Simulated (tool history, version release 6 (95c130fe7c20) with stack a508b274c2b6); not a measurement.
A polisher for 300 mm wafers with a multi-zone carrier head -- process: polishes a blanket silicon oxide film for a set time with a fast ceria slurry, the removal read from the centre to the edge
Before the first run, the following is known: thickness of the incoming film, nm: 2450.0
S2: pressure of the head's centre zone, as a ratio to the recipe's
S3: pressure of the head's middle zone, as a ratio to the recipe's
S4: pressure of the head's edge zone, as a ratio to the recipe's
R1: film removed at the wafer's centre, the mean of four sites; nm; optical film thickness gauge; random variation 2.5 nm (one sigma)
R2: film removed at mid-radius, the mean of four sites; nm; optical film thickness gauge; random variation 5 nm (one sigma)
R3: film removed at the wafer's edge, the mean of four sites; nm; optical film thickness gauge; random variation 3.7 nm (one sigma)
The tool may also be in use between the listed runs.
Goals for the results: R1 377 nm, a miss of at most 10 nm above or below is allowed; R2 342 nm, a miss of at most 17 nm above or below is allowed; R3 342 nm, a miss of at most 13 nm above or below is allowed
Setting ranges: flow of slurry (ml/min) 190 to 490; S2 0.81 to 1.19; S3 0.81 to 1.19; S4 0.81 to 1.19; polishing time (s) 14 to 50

{"run": 1, "hour": 0.0, "flow of slurry (ml/min)": 315, "S2": 1, "S3": 1, "S4": 1, "polishing time (s)": 32, "R1": 292.91, "R2": 282.28, "R3": 280.51}
{"run": 2, "hour": 5.4, "flow of slurry (ml/min)": 315, "S2": 1, "S3": 0.95, "S4": 1, "polishing time (s)": 32, "R1": 295.06, "R2": 272.95, "R3": 285.68}
{"run": 3, "hour": 9.0, "flow of slurry (ml/min)": 320, "S2": 1.02, "S3": 0.97, "S4": 1.02, "polishing time (s)": 33, "R1": 308.61, "R2": 291.6, "R3": 304.63}
{"run": 4, "hour": 17.3, "flow of slurry (ml/min)": 320, "S2": 1.02, "S3": 0.97, "S4": 0.95, "polishing time (s)": 33, "R1": 307.62, "R2": 283.28, "R3": 292.48}
{"run": 5, "hour": 19.2, "flow of slurry (ml/min)": 320, "S2": 1.02, "S3": 1.02, "S4": 0.95, "polishing time (s)": 33, "R1": 311.07, "R2": 290.81, "R3": 293.65}
{"run": 6, "hour": 25.4, "flow of slurry (ml/min)": 320, "S2": 1.02, "S3": 1.02, "S4": 0.95, "polishing time (s)": 28, "R1": 256.96, "R2": 248.34, "R3": 245.9}
{"run": 7, "hour": 32.7, "flow of slurry (ml/min)": 345, "S2": 1.12, "S3": 1.12, "S4": 1.05, "polishing time (s)": 36, "R1": 360.82, "R2": 338.17, "R3": 334.72}
{"run": 8, "hour": 40.6, "flow of slurry (ml/min)": 345, "S2": 1.12, "S3": 1.12, "S4": 1.05, "polishing time (s)": 36, "R1": 360.17, "R2": 346.78, "R3": 328.59}
{"run": 9, "hour": 42.3, "flow of slurry (ml/min)": 345, "S2": 1.13, "S3": 1.11, "S4": 1.06, "polishing time (s)": 36, "R1": 365.39, "R2": 349.47, "R3": 335.62}

Which one of the following 4 next-run settings gets every result inside its allowed miss? There is exactly one.
{"run": "A", "hour": 44.0, "flow of slurry (ml/min)": 340, "S2": 1.11, "S3": 1.02, "S4": 0.98, "polishing time (s)": 38, "R1": "?", "R2": "?", "R3": "?"}
{"run": "B", "hour": 44.0, "flow of slurry (ml/min)": 370, "S2": 1.18, "S3": 1.02, "S4": 0.99, "polishing time (s)": 38, "R1": "?", "R2": "?", "R3": "?"}
{"run": "C", "hour": 44.0, "flow of slurry (ml/min)": 370, "S2": 1.1, "S3": 1.15, "S4": 1.12, "polishing time (s)": 35, "R1": "?", "R2": "?", "R3": "?"}
{"run": "D", "hour": 44.0, "flow of slurry (ml/min)": 255, "S2": 1.09, "S3": 1.17, "S4": 1.12, "polishing time (s)": 37, "R1": "?", "R2": "?", "R3": "?"}

move=A R1=377.05 R2=340.21 R3=343.32
move=B R1=397.43 R2=342.85 R3=347.1
move=C R1=348.38 R2=340.15 R3=339.43
move=D R1=350.54 R2=349.79 R3=348.51
A: hits every target within its allowed miss
B: takes the biggest miss from the last run beyond its target
C: moves away from the targets compared with the last run
D: moves away from the targets compared with the last run
A is the move that brings every result within its allowed miss.

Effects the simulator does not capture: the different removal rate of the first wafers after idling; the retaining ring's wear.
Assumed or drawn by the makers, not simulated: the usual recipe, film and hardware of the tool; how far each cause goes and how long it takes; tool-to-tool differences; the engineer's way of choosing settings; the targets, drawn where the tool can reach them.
